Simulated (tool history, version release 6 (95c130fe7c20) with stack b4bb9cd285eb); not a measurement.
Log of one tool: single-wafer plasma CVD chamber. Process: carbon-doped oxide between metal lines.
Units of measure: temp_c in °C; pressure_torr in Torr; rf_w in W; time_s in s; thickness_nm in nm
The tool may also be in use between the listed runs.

{"run": 1, "hour": 0.0, "temp_c": 330, "pressure_torr": 6.87, "rf_w": 385, "time_s": 16.1, "thickness_nm": 76.501}
{"run": 2, "hour": 1.9, "temp_c": 322, "pressure_torr": 6.87, "rf_w": 385, "time_s": 16.1, "thickness_nm": 78.931}
{"run": 3, "hour": 3.6, "temp_c": 324, "pressure_torr": 6.78, "rf_w": 370, "time_s": 16.1, "thickness_nm": 74.517}
{"run": 4, "hour": 11.7, "temp_c": 324, "pressure_torr": 6.78, "rf_w": 370, "time_s": 16.1, "thickness_nm": 75.331}
{"run": 5, "hour": 13.4, "temp_c": 324, "pressure_torr": 6.78, "rf_w": 425, "time_s": 16.1, "thickness_nm": 85.52}
{"run": 6, "hour": 17.7, "temp_c": 326, "pressure_torr": 6.66, "rf_w": 405, "time_s": 16.1, "thickness_nm": 80.075}

Predict the results of run 7:
{"run": 7, "hour": 22.2, "temp_c": 328, "pressure_torr": 6.31, "rf_w": 395, "time_s": 16.1, "thickness_nm": "?"}

Run 7 yielded thickness_nm 77.521 nm.
